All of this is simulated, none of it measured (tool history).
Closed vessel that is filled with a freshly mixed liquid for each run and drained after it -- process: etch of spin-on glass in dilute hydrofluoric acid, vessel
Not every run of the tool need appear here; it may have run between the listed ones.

run,hour,temperature setpoint of the liquid (°C),parts of water to one part of 49 % hydrofluoric acid (parts by volume),time in the liquid (s),thickness taken off the spin-on glass on a monitor wafer (nm)
1,0.0,24.0,280,90,14.9270
2,8.1,22.0,320,90,12.1120
3,11.8,21.0,360,90,9.9111
4,13.6,20.0,385,90,8.8220
5,17.0,20.0,325,90,10.9460
6,18.0,19.0,360,90,9.1786

Estimate the outcome of run 7 from the log above:
7,22.0,18.5,380,90,?

thickness taken off the spin-on glass on a monitor wafer (nm): 8.3719
